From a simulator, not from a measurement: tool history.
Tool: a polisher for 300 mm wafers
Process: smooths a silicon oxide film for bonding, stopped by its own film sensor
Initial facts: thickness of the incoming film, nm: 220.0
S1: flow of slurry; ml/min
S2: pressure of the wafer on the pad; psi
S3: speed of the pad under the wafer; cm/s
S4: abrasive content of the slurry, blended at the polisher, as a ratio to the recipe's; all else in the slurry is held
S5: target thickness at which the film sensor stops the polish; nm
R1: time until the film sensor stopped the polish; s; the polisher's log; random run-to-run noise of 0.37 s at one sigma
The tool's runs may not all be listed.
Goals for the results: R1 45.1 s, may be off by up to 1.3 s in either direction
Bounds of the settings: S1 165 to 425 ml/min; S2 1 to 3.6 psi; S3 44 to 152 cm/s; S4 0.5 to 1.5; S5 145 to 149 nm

Run 1, day 0: S1 275 ml/min, S2 2.3 psi, S3 98 cm/s, S4 1, S5 149 nm. Result: R1 78.169 s.
Run 2, day 0.108: S1 275 ml/min, S2 2.3 psi, S3 98 cm/s, S4 1, S5 149 nm. Result: R1 78.04 s.
Run 3, day 0.271: S1 275 ml/min, S2 2.6 psi, S3 98 cm/s, S4 1, S5 149 nm. Result: R1 69.541 s.
Run 4, day 0.588: S1 275 ml/min, S2 2.4 psi, S3 98 cm/s, S4 1, S5 149 nm. Result: R1 75.21 s.
Run 5, day 0.888: S1 230 ml/min, S2 2.4 psi, S3 98 cm/s, S4 1, S5 149 nm. Result: R1 77.244 s.
Run 6, day 1.196: S1 230 ml/min, S2 2.4 psi, S3 98 cm/s, S4 1, S5 149 nm. Result: R1 76.974 s.
Run 7, day 1.325: S1 240 ml/min, S2 2.7 psi, S3 98 cm/s, S4 1, S5 149 nm. Result: R1 67.144 s.
Run 8, day 1.554: S1 250 ml/min, S2 2.9 psi, S3 98 cm/s, S4 1, S5 149 nm. Result: R1 63.475 s.
Run 9, day 1.783: S1 250 ml/min, S2 3.5 psi, S3 112 cm/s, S4 1, S5 149 nm. Result: R1 47.652 s.

5 next moves are on the table. One of them brings every result within its allowed miss. Which?
Run A, day 2.012: S1 265 ml/min, S2 3.4 psi, S3 106 cm/s, S4 1.05, S5 147 nm. Result: R1 ?.
Run B, day 2.012: S1 235 ml/min, S2 3.6 psi, S3 110 cm/s, S4 1, S5 147 nm. Result: R1 ?.
Run C, day 2.012: S1 190 ml/min, S2 3.4 psi, S3 112 cm/s, S4 1.1, S5 145 nm. Result: R1 ?.
Run D, day 2.012: S1 265 ml/min, S2 3.5 psi, S3 102 cm/s, S4 1.15, S5 145 nm. Result: R1 ?.
Run E, day 2.012: S1 370 ml/min, S2 3.3 psi, S3 102 cm/s, S4 1.25, S5 149 nm. Result: R1 ?.

move      R1
   A  50.524
   B   48.54
   C  50.555
   D  49.326
   E  45.881
A: its largest miss is bigger than the last run's
B: its largest miss is bigger than the last run's
C: its largest miss is bigger than the last run's
D: its largest miss is bigger than the last run's
E: all results land within tolerance of their targets
Correct choice: E, which meets every target
